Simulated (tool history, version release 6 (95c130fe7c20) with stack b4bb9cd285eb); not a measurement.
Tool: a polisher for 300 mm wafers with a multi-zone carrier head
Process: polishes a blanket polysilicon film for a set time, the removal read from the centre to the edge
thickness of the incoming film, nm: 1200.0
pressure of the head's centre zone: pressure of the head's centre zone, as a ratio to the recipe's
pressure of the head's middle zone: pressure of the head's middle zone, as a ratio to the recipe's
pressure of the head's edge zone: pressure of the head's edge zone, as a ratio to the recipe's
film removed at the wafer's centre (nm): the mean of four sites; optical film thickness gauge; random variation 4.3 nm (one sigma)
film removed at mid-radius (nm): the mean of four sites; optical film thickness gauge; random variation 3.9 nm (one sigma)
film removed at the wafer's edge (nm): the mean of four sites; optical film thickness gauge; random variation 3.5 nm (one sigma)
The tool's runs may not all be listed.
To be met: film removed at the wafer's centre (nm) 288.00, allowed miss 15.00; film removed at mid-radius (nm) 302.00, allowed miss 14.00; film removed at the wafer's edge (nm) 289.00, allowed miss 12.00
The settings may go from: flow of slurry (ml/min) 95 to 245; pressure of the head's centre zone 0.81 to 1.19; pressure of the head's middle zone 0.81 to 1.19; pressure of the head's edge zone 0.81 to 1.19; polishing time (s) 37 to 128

| run | hour | flow of slurry (ml/min) | pressure of the head's centre zone | pressure of the head's middle zone | pressure of the head's edge zone | polishing time (s) | film removed at the wafer's centre (nm) | film removed at mid-radius (nm) | film removed at the wafer's edge (nm) |
|---|---|---|---|---|---|---|---|---|---|
| 1 | 0.0 | 155 | 1.00 | 1.00 | 1.00 | 82 | 358.12 | 356.27 | 367.21 |
| 2 | 6.2 | 150 | 0.99 | 1.00 | 0.96 | 78 | 336.73 | 345.10 | 337.56 |
| 3 | 14.1 | 150 | 1.08 | 1.00 | 0.96 | 78 | 369.84 | 338.22 | 336.32 |
| 4 | 16.9 | 175 | 1.08 | 1.00 | 0.96 | 78 | 388.44 | 348.03 | 347.49 |
| 5 | 25.8 | 160 | 1.05 | 0.99 | 0.94 | 76 | 352.55 | 326.91 | 322.69 |
| 6 | 31.6 | 160 | 1.05 | 1.05 | 0.94 | 76 | 366.74 | 347.18 | 324.37 |
| 7 | 35.2 | 150 | 1.02 | 1.03 | 0.93 | 75 | 340.07 | 332.30 | 319.16 |
| 8 | 43.3 | 125 | 0.96 | 1.02 | 0.86 | 69 | 282.58 | 288.23 | 274.78 |

4 next moves are on the table. One of them brings every result within its allowed miss. Which?
| A | 51.4 | 110 | 1.05 | 0.81 | 0.99 | 78 | ? | ? | ? |
| B | 51.4 | 105 | 0.93 | 0.97 | 1.00 | 79 | ? | ? | ? |
| C | 51.4 | 105 | 0.93 | 1.10 | 0.81 | 78 | ? | ? | ? |
| D | 51.4 | 135 | 0.98 | 1.05 | 0.93 | 68 | ? | ? | ? |

| move | film removed at the wafer's centre (nm) | film removed at mid-radius (nm) | film removed at the wafer's edge (nm) |
|---|---|---|---|
| A | 333.03 | 264.45 | 321.59 |
| B | 293.81 | 306.58 | 323.35 |
| C | 290.36 | 336.87 | 289.32 |
| D | 289.03 | 302.69 | 282.04 |
A: takes the result that was furthest off past its target
B: takes the result that was furthest off past its target
C: brings the result that was furthest off to its target, and leaves another outside
D: meets every target
Move D is the one to make.

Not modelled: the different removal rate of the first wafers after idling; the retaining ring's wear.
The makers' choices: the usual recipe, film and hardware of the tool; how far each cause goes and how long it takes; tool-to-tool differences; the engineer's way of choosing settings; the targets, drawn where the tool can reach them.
